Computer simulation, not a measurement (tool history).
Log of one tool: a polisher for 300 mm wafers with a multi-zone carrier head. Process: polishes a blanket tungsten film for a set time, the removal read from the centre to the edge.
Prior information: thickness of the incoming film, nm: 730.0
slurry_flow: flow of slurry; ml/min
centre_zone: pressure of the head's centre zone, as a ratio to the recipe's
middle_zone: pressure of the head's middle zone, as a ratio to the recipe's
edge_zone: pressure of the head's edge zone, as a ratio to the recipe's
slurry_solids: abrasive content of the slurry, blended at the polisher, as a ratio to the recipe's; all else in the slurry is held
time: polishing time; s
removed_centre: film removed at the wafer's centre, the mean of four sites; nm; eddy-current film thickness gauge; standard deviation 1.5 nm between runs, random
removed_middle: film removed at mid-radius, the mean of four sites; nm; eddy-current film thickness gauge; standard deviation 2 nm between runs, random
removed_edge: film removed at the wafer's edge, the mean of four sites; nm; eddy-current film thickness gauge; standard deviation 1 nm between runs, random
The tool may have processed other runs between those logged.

run	hour	slurry_flow	centre_zone	middle_zone	edge_zone	slurry_solids	time	removed_centre	removed_middle	removed_edge
1	0	140	1	1	1	1	44	246.7	242.57	235.88
2	5.6	105	1	1	1	1	44	217.01	225.13	224.74
3	10.6	105	0.94	1	1	1	44	208.75	227.76	222.09
4	11.5	120	0.94	1	1	1	44	219.5	232	232.21
5	12.9	115	0.93	0.98	0.99	0.95	43	203.61	223.35	216.49
6	19.8	115	0.93	0.98	0.99	0.75	43	191.34	204.08	198.23
7	25.8	85	0.83	0.88	0.95	0.5	37	105.26	117.02	131.07
8	33.2	95	0.83	0.88	0.95	0.5	37	112.72	122.84	134.06
9	41.7	100	0.83	0.88	0.96	0.5	37	112.19	124.7	137.6
10	49.4	105	0.84	0.87	0.96	0.5	37	118.75	128.29	138.86
11	58.1	110	0.84	0.86	0.97	0.5	37	119.28	127.65	139.76
12	59.1	115	0.84	0.86	0.98	0.5	37	120.51	130.16	141.39

What does the tool deliver on the next run?
13	66.4	120	0.84	0.85	0.99	0.5	37	?	?	?

removed_centre: 125.07 nm
removed_middle: 131.73 nm
removed_edge: 144.33 nm

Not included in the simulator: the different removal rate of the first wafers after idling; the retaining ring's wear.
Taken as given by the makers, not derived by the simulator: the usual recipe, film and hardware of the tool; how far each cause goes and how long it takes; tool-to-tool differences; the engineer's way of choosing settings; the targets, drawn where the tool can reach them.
